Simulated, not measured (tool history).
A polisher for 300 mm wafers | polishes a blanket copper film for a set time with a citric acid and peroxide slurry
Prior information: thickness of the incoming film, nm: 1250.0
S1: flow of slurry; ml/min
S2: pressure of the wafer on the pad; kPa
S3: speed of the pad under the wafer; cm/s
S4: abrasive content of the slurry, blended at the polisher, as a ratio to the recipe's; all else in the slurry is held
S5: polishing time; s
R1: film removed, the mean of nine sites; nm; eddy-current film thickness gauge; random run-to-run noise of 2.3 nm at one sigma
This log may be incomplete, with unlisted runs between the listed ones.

run,hour,S1,S2,S3,S4,S5,R1
1,0,200,14.5,108,1,93,158.03
2,7.2,240,14.5,108,1,93,157.73
3,8.8,240,15.9,108,1,93,176.1
4,11.4,240,15.9,108,0.9,93,171.53
5,15.5,240,17.2,108,0.9,93,186.33
6,16,240,17.9,108,0.9,93,191.78
7,18.3,240,18.6,110,0.9,93,204.59
8,24.6,240,19.3,110,0.9,93,211.07

Forecast run 9:
9,25.7,250,22.1,114,0.9,93,?

{"run 9": {"R1": 250.94}}

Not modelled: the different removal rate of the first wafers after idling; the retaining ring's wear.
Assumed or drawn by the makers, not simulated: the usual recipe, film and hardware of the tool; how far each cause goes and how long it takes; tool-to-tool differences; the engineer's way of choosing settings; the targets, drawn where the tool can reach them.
